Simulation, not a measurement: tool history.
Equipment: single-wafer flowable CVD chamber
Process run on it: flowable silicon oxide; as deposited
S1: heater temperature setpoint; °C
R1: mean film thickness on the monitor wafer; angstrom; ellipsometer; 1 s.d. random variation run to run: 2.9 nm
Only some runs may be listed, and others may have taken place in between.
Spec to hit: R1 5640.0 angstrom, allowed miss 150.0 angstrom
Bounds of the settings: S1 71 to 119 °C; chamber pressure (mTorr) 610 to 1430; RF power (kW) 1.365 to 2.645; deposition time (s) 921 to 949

Run 1, day 0.000: S1 95 °C, chamber pressure (mTorr) 1020, RF power (kW) 2.005, deposition time (s) 921. Result: R1 9952.3 angstrom.
Run 2, day 0.317: S1 95 °C, chamber pressure (mTorr) 1160, RF power (kW) 2.005, deposition time (s) 921. Result: R1 11186.0 angstrom.
Run 3, day 0.396: S1 89 °C, chamber pressure (mTorr) 1160, RF power (kW) 2.005, deposition time (s) 921. Result: R1 13381.0 angstrom.
Run 4, day 0.525: S1 99 °C, chamber pressure (mTorr) 1150, RF power (kW) 2.005, deposition time (s) 921. Result: R1 9950.4 angstrom.
Run 5, day 0.792: S1 99 °C, chamber pressure (mTorr) 1150, RF power (kW) 2.275, deposition time (s) 921. Result: R1 10123.0 angstrom.
Run 6, day 0.833: S1 99 °C, chamber pressure (mTorr) 1150, RF power (kW) 2.275, deposition time (s) 949. Result: R1 10391.0 angstrom.
Run 7, day 0.950: S1 106 °C, chamber pressure (mTorr) 1140, RF power (kW) 2.275, deposition time (s) 949. Result: R1 8446.5 angstrom.
Run 8, day 1.154: S1 110 °C, chamber pressure (mTorr) 1130, RF power (kW) 2.275, deposition time (s) 949. Result: R1 7484.8 angstrom.
Run 9, day 1.358: S1 113 °C, chamber pressure (mTorr) 1120, RF power (kW) 2.275, deposition time (s) 949. Result: R1 6858.8 angstrom.
Run 10, day 1.688: S1 115 °C, chamber pressure (mTorr) 1110, RF power (kW) 2.275, deposition time (s) 949. Result: R1 6342.9 angstrom.

Pick the move, out of 5, that brings all results within their allowed miss; only one does.
Run A, day 2.017: S1 117 °C, chamber pressure (mTorr) 1120, RF power (kW) 2.160, deposition time (s) 931. Result: R1 ?.
Run B, day 2.017: S1 102 °C, chamber pressure (mTorr) 950, RF power (kW) 1.875, deposition time (s) 949. Result: R1 ?.
Run C, day 2.017: S1 116 °C, chamber pressure (mTorr) 1010, RF power (kW) 2.435, deposition time (s) 921. Result: R1 ?.
Run D, day 2.017: S1 119 °C, chamber pressure (mTorr) 1030, RF power (kW) 2.535, deposition time (s) 949. Result: R1 ?.
Run E, day 2.017: S1 112 °C, chamber pressure (mTorr) 1140, RF power (kW) 1.800, deposition time (s) 947. Result: R1 ?.

move      R1
   A  5912.2
   B  7627.8
   C  5579.0
   D  5430.8
   E  6653.8
A: gains on the last run, yet a result remains outside its allowed miss
B: the biggest miss grows against the last run
C: all results land within tolerance of their targets
D: moves the result that the last run missed by most past its target, out the other side
E: the biggest miss grows against the last run
The move that meets every target is C.

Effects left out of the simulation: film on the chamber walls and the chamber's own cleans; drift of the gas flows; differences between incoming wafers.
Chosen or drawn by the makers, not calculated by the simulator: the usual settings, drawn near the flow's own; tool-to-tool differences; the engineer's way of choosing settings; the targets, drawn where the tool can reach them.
